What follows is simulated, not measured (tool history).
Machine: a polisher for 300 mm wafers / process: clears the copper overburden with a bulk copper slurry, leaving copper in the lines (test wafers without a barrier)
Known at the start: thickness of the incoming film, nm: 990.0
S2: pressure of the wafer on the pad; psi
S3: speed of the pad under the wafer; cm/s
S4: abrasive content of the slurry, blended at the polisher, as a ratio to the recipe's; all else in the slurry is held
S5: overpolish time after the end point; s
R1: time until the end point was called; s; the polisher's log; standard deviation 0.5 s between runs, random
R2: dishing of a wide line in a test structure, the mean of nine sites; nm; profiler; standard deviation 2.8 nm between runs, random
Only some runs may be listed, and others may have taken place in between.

Run 1, hour 0.0: flow of slurry (ml/min) 320, S2 2.7 psi, S3 140 cm/s, S4 1.00, S5 15 s. Result: R1 82.144 s, R2 84.173 nm.
Run 2, hour 8.4: flow of slurry (ml/min) 320, S2 2.9 psi, S3 140 cm/s, S4 1.00, S5 15 s. Result: R1 78.113 s, R2 86.722 nm.
Run 3, hour 12.6: flow of slurry (ml/min) 320, S2 3.1 psi, S3 142 cm/s, S4 1.00, S5 15 s. Result: R1 73.496 s, R2 88.452 nm.
Run 4, hour 13.9: flow of slurry (ml/min) 320, S2 3.3 psi, S3 146 cm/s, S4 1.00, S5 16 s. Result: R1 69.548 s, R2 101.330 nm.
Run 5, hour 15.0: flow of slurry (ml/min) 320, S2 3.4 psi, S3 152 cm/s, S4 1.00, S5 16 s. Result: R1 65.112 s, R2 110.540 nm.
Run 6, hour 19.9: flow of slurry (ml/min) 320, S2 3.4 psi, S3 152 cm/s, S4 1.15, S5 16 s. Result: R1 63.116 s, R2 108.370 nm.
Run 7, hour 25.4: flow of slurry (ml/min) 320, S2 3.5 psi, S3 154 cm/s, S4 1.15, S5 16 s. Result: R1 61.155 s, R2 111.500 nm.
Run 8, hour 32.6: flow of slurry (ml/min) 320, S2 3.6 psi, S3 156 cm/s, S4 1.15, S5 16 s. Result: R1 59.479 s, R2 112.570 nm.
At hour 39.2: head pressure recalibrated.
Run 9, hour 39.2: flow of slurry (ml/min) 320, S2 3.7 psi, S3 158 cm/s, S4 1.15, S5 16 s. Result: R1 52.835 s, R2 117.490 nm.

For run 10, what comes out?
Run 10, hour 40.3: flow of slurry (ml/min) 320, S2 3.9 psi, S3 158 cm/s, S4 1.15, S5 18 s. Result: R1 ?, R2 ?.

{"run 10": {"R1": 51.212, "R2": 128.88}}
